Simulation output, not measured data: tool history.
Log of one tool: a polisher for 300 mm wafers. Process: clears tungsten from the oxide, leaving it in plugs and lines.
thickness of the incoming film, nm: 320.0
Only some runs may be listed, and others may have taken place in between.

run,day,flow of slurry (ml/min),pressure of the wafer on the pad (psi),speed of the pad under the wafer (cm/s),abrasive content of the slurry,overpolish time after the end point (s),time until the end point was called (s)
1,0,305,2.3,88,1,19,130.42
2,0.371,305,2.3,74,1,19,148.51
3,0.667,305,2.5,74,1,19,140.3
4,0.854,305,2.3,74,1,19,148.83
5,1.142,305,2.3,74,1.15,19,144.13
6,1.329,305,2.5,74,1.15,19,134.11
7,1.483,305,2.7,74,1.15,19,126.95
8,1.729,305,2.7,74,1.15,19,123.69
9,1.779,305,2.8,74,1.15,19,119.43

Predict the results of run 10:
10,2.138,305,2.9,74,1.15,19,?

Run 10 gave time until the end point was called (s) 115.72.
